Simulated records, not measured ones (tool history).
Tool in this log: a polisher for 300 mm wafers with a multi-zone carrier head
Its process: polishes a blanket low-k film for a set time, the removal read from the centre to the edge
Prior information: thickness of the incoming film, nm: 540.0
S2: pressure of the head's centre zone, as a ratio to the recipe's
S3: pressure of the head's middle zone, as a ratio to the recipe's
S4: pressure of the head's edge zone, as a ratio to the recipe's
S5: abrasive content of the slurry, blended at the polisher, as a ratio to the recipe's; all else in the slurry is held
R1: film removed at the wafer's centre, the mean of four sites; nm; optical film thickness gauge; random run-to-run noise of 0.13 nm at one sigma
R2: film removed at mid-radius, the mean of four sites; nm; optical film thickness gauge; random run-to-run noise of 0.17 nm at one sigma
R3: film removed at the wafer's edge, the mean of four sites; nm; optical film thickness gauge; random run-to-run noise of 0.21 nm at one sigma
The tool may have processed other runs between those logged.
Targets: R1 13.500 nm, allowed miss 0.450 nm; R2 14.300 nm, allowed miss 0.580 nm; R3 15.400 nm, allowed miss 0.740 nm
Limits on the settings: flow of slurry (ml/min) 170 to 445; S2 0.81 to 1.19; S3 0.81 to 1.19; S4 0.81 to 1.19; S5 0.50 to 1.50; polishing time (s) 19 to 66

{"run": 1, "hour": 0.0, "flow of slurry (ml/min)": 285, "S2": 1.0, "S3": 1.0, "S4": 1.0, "S5": 1.0, "polishing time (s)": 42, "R1": 22.086, "R2": 23.209, "R3": 22.759}
{"run": 2, "hour": 3.5, "flow of slurry (ml/min)": 280, "S2": 0.97, "S3": 0.97, "S4": 0.98, "S5": 0.9, "polishing time (s)": 41, "R1": 19.989, "R2": 21.145, "R3": 20.673}
{"run": 3, "hour": 8.5, "flow of slurry (ml/min)": 275, "S2": 0.94, "S3": 0.94, "S4": 0.99, "S5": 0.8, "polishing time (s)": 40, "R1": 18.066, "R2": 18.755, "R3": 19.77}
{"run": 4, "hour": 14.4, "flow of slurry (ml/min)": 275, "S2": 0.94, "S3": 0.85, "S4": 0.99, "S5": 0.8, "polishing time (s)": 40, "R1": 18.134, "R2": 17.64, "R3": 19.796}
{"run": 5, "hour": 17.6, "flow of slurry (ml/min)": 275, "S2": 0.94, "S3": 0.85, "S4": 0.99, "S5": 0.8, "polishing time (s)": 50, "R1": 22.486, "R2": 21.655, "R3": 25.213}
{"run": 6, "hour": 24.8, "flow of slurry (ml/min)": 275, "S2": 0.92, "S3": 0.85, "S4": 0.97, "S5": 0.75, "polishing time (s)": 47, "R1": 20.24, "R2": 20.41, "R3": 21.978}
{"run": 7, "hour": 27.1, "flow of slurry (ml/min)": 270, "S2": 0.9, "S3": 0.84, "S4": 0.97, "S5": 0.7, "polishing time (s)": 45, "R1": 17.823, "R2": 18.552, "R3": 20.475}
{"run": 8, "hour": 29.4, "flow of slurry (ml/min)": 265, "S2": 0.9, "S3": 0.83, "S4": 0.96, "S5": 0.65, "polishing time (s)": 44, "R1": 17.387, "R2": 17.522, "R3": 19.573}
{"run": 9, "hour": 32.3, "flow of slurry (ml/min)": 260, "S2": 0.89, "S3": 0.83, "S4": 0.95, "S5": 0.6, "polishing time (s)": 43, "R1": 16.053, "R2": 16.38, "R3": 18.28}
{"run": 10, "hour": 39.2, "flow of slurry (ml/min)": 250, "S2": 0.88, "S3": 0.83, "S4": 0.93, "S5": 0.6, "polishing time (s)": 43, "R1": 15.883, "R2": 16.44, "R3": 17.926}
{"run": 11, "hour": 45.3, "flow of slurry (ml/min)": 240, "S2": 0.84, "S3": 0.81, "S4": 0.89, "S5": 0.5, "polishing time (s)": 39, "R1": 12.671, "R2": 13.634, "R3": 14.588}
{"run": 12, "hour": 47.6, "flow of slurry (ml/min)": 245, "S2": 0.85, "S3": 0.82, "S4": 0.9, "S5": 0.5, "polishing time (s)": 39, "R1": 12.857, "R2": 13.472, "R3": 14.885}
{"run": 13, "hour": 50.7, "flow of slurry (ml/min)": 250, "S2": 0.86, "S3": 0.83, "S4": 0.9, "S5": 0.5, "polishing time (s)": 39, "R1": 12.994, "R2": 13.803, "R3": 15.019}

Consider the 4 candidate settings below. Which is the only one whose results all fall within their allowed miss of target?
{"run": "A", "hour": 53.8, "flow of slurry (ml/min)": 225, "S2": 0.9, "S3": 0.92, "S4": 0.81, "S5": 0.6, "polishing time (s)": 36, "R1": "?", "R2": "?", "R3": "?"}
{"run": "B", "hour": 53.8, "flow of slurry (ml/min)": 205, "S2": 0.91, "S3": 0.92, "S4": 0.81, "S5": 0.65, "polishing time (s)": 33, "R1": "?", "R2": "?", "R3": "?"}
{"run": "C", "hour": 53.8, "flow of slurry (ml/min)": 225, "S2": 0.91, "S3": 0.89, "S4": 0.81, "S5": 0.55, "polishing time (s)": 37, "R1": "?", "R2": "?", "R3": "?"}
{"run": "D", "hour": 53.8, "flow of slurry (ml/min)": 195, "S2": 0.88, "S3": 0.87, "S4": 0.93, "S5": 0.5, "polishing time (s)": 40, "R1": "?", "R2": "?", "R3": "?"}

move=A R1=13.611 R2=15.081 R3=13.665
move=B R1=12.981 R2=14.231 R3=12.915
move=C R1=13.609 R2=14.534 R3=13.519
move=D R1=13.491 R2=14.661 R3=14.769
A: corrects the largest miss of the last run, while another result sits out of spec
B: the biggest miss grows against the last run
C: corrects the largest miss of the last run, while another result sits out of spec
D: each result inside its tolerance
So the answer is move D, the one that meets all the targets.

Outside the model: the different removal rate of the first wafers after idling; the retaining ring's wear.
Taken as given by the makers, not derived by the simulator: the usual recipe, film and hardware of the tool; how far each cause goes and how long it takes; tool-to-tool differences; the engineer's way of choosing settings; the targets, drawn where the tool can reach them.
